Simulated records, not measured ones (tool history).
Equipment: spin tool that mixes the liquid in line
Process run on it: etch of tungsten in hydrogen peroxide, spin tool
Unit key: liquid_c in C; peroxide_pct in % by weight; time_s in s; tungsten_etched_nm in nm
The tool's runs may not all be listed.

| run | hour | liquid_c | peroxide_pct | time_s | tungsten_etched_nm |
|---|---|---|---|---|---|
| 1 | 0.0 | 50.0 | 16.0 | 15 | 25.477 |
| 2 | 1.9 | 50.0 | 16.0 | 15 | 25.640 |
| 3 | 5.1 | 52.0 | 16.0 | 15 | 28.968 |
| 4 | 9.6 | 53.5 | 16.0 | 15 | 31.902 |
| 5 | 17.6 | 53.5 | 13.5 | 15 | 28.938 |
| 6 | 23.4 | 55.0 | 13.5 | 15 | 32.090 |

Predict the results of run 7:
| 7 | 24.9 | 56.0 | 13.5 | 15 | ? |

tungsten_etched_nm: 33.735 nm

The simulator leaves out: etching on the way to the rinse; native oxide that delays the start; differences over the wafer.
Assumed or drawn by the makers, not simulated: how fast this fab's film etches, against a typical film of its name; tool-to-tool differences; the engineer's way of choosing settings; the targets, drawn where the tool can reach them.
